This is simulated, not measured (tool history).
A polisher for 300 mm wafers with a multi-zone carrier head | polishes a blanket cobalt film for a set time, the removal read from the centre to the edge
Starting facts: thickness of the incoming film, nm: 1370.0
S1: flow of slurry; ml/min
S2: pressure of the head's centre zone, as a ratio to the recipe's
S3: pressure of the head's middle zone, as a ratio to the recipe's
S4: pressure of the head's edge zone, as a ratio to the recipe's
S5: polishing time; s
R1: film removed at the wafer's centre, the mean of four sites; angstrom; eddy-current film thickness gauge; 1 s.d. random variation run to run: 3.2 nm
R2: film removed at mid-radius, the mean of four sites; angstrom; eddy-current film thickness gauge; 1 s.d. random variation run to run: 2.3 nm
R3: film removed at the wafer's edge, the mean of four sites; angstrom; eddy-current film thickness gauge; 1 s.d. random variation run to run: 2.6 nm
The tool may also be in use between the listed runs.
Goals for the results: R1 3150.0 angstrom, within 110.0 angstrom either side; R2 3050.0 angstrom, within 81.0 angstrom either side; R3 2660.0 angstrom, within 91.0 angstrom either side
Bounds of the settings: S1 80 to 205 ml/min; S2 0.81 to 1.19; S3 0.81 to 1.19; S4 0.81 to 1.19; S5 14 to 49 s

{"run": 1, "hour": 0.0, "S1": 135, "S2": 1.0, "S3": 1.0, "S4": 1.0, "S5": 31, "R1": 2122.1, "R2": 2076.0, "R3": 2088.2}
{"run": 2, "hour": 1.4, "S1": 135, "S2": 1.0, "S3": 0.95, "S4": 1.0, "S5": 31, "R1": 2085.0, "R2": 1973.5, "R3": 2065.6}
{"run": 3, "hour": 9.1, "S1": 120, "S2": 1.0, "S3": 0.95, "S4": 1.0, "S5": 31, "R1": 2059.0, "R2": 1954.7, "R3": 2078.0}
{"run": 4, "hour": 16.3, "S1": 125, "S2": 1.03, "S3": 1.0, "S4": 1.01, "S5": 32, "R1": 2240.3, "R2": 2076.7, "R3": 2161.1}
{"run": 5, "hour": 17.4, "S1": 125, "S2": 1.03, "S3": 1.0, "S4": 1.01, "S5": 35, "R1": 2353.0, "R2": 2270.7, "R3": 2348.6}
{"run": 6, "hour": 18.3, "S1": 115, "S2": 1.03, "S3": 1.0, "S4": 1.01, "S5": 35, "R1": 2324.6, "R2": 2255.0, "R3": 2302.3}
{"run": 7, "hour": 26.0, "S1": 115, "S2": 1.03, "S3": 1.0, "S4": 1.01, "S5": 35, "R1": 2437.8, "R2": 2260.4, "R3": 2319.9}
{"run": 8, "hour": 34.8, "S1": 125, "S2": 1.05, "S3": 1.04, "S4": 1.0, "S5": 36, "R1": 2524.9, "R2": 2453.9, "R3": 2398.5}
{"run": 9, "hour": 42.0, "S1": 135, "S2": 1.07, "S3": 1.06, "S4": 1.01, "S5": 36, "R1": 2615.8, "R2": 2501.9, "R3": 2436.8}

Below are 4 possible settings for the next run. Only one of them brings all results inside the allowed miss of their targets. Which is it?
{"run": "A", "hour": 49.2, "S1": 130, "S2": 1.12, "S3": 1.13, "S4": 0.92, "S5": 42, "R1": "?", "R2": "?", "R3": "?"}
{"run": "B", "hour": 49.2, "S1": 140, "S2": 1.15, "S3": 1.17, "S4": 0.93, "S5": 37, "R1": "?", "R2": "?", "R3": "?"}
{"run": "C", "hour": 49.2, "S1": 105, "S2": 1.18, "S3": 1.19, "S4": 0.81, "S5": 41, "R1": "?", "R2": "?", "R3": "?"}
{"run": "D", "hour": 49.2, "S1": 115, "S2": 1.14, "S3": 1.08, "S4": 1.03, "S5": 42, "R1": "?", "R2": "?", "R3": "?"}

move=A R1=3198.7 R2=3079.6 R3=2665.8
move=B R1=2928.2 R2=2823.4 R3=2375.9
move=C R1=3181.2 R2=3049.9 R3=2404.5
move=D R1=3192.2 R2=2911.4 R3=2781.6
A: each result inside its tolerance
B: an improvement on the last run, though not all results are within tolerance
C: brings the result that was furthest off to its target, and leaves another outside
D: an improvement on the last run, though not all results are within tolerance
Correct choice: A, which meets every target
